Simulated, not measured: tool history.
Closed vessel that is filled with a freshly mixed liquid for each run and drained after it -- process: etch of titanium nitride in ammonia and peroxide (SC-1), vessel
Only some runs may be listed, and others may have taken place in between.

run  hour  temperature setpoint of the liquid (K)  parts of water to one part of 30 % peroxide (parts by volume)  parts of 29 % ammonia solution to one part of 30 % peroxide (parts by volume)  time in the liquid (s)  thickness taken off the titanium nitride on a monitor wafer (nm)
  1     0                                  332.15                                                             11                                                                           0.65                      35                                                            4.1445
  2   6.3                                  332.15                                                             11                                                                           0.65                      30                                                            3.4488
  3  14.6                                  332.15                                                             11                                                                           0.65                      35                                                            4.0803
  4  19.8                                  332.15                                                             11                                                                           0.65                      30                                                            3.5139
  5  26.5                                  338.15                                                             11                                                                           0.65                      30                                                            5.2101
  6  27.9                                  339.15                                                             11                                                                           0.65                      30                                                            5.5435
  7  33.4                                  339.15                                                             11                                                                           0.65                      30                                                            5.4459
  8    42                                  340.15                                                             11                                                                           0.65                      30                                                            5.8961

Expected results for the next run?
  9  44.2                                  340.65                                                             11                                                                           0.65                      30                                                                 ?

thickness taken off the titanium nitride on a monitor wafer (nm): 6.0409
